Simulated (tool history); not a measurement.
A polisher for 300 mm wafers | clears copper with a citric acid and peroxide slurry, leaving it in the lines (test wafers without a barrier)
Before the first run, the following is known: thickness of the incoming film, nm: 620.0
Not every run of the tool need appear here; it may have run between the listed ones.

run	hour	flow of slurry (ml/min)	pressure of the wafer on the pad (kPa)	speed of the pad under the wafer (m/s)	abrasive content of the slurry	overpolish time after the end point (s)	time until the end point was called (s)	dishing of a wide line in a test structure (angstrom)
1	0	240	27.6	1.28	1	13	192.88	217.32
2	7.9	240	27.6	1.28	0.85	13	200.43	208.17
3	8.6	240	24.1	1.3	0.75	10	229.61	156.48
4	12.5	240	24.1	1.3	0.75	15	231.16	207.57
5	21.1	240	27.6	1.3	0.75	15	203.56	220.72
6	28.6	235	24.1	1.32	0.65	12	236.37	177.92
7	29.6	280	20.7	1.32	0.7	10	269.22	142.77
8	34.5	310	20	1.34	0.65	8	276.96	120.75
9	37.6	310	20	1.34	0.65	8	273.34	121.24
10	40.6	325	19.3	1.34	0.6	7	290.94	102.72
11	43.2	330	19.3	1.34	0.6	7	296.35	100.47

Run 12 is up next; what results do you expect?
12	47.7	330	18.6	1.34	0.6	4	?	?

Run 12 measured time until the end point was called (s) 297.13, dishing of a wide line in a test structure (angstrom) 61.483.
